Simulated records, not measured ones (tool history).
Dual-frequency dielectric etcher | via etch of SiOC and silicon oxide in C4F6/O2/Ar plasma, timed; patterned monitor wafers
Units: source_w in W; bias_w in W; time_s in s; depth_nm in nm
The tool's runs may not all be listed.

run	hour	source_w	bias_w	time_s	depth_nm
1	0.0	420	139	47	48.465
2	3.5	420	115	47	46.306
3	5.6	420	115	47	46.246
4	6.3	420	115	43	42.295
5	9.6	420	133	43	43.867
6	14.5	420	122	43	42.842

Run 7 comes next. What will it give?
7	21.9	400	120	43	?

Run 7 gave depth_nm 41.642 nm.

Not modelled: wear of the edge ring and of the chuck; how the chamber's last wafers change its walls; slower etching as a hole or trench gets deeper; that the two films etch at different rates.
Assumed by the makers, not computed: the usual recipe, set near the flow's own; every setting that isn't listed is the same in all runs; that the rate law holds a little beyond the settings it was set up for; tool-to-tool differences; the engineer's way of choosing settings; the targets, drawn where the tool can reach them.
